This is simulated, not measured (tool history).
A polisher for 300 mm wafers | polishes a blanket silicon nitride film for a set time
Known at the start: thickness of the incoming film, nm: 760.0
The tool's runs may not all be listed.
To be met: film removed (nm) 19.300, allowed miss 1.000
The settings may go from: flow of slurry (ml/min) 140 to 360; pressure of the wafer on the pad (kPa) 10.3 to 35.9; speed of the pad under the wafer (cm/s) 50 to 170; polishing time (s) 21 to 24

run  hour  flow of slurry (ml/min)  pressure of the wafer on the pad (kPa)  speed of the pad under the wafer (cm/s)  polishing time (s)  film removed (nm)
  1   0.0                      230                                    22.8                                      110                  24             38.959
  2   8.4                      230                                    20.0                                      104                  24             33.810
  3  16.1                      230                                    25.5                                      104                  24             41.185
  4  24.4                      230                                    20.0                                      104                  24             32.700
  5  31.3                      230                                    17.9                                      100                  24             29.291
  6  39.3                      230                                    15.9                                       96                  24             26.207
  7  42.0                      230                                    14.5                                       94                  24             24.301
  8  45.9                      230                                    13.8                                       92                  24             22.834
  9  52.8                      230                                    13.1                                       92                  24             21.568
 10  55.0                      230                                    12.4                                       92                  24             21.557

5 next moves are on the table. One of them brings every result within its allowed miss. Which?
  A  57.2                      240                                    14.5                                       98                  23                  ?
  B  57.2                      245                                    15.9                                       84                  24                  ?
  C  57.2                      205                                    13.8                                      102                  24                  ?
  D  57.2                      165                                    11.7                                      126                  24                  ?
  E  57.2                      210                                    11.7                                      104                  22                  ?

move  film removed (nm)
   A             23.657
   B             24.356
   C             23.807
   D             23.022
   E             19.486
A: further off than the last run
B: further off than the last run
C: further off than the last run
D: further off than the last run
E: meets every target
Move E is the one to make.

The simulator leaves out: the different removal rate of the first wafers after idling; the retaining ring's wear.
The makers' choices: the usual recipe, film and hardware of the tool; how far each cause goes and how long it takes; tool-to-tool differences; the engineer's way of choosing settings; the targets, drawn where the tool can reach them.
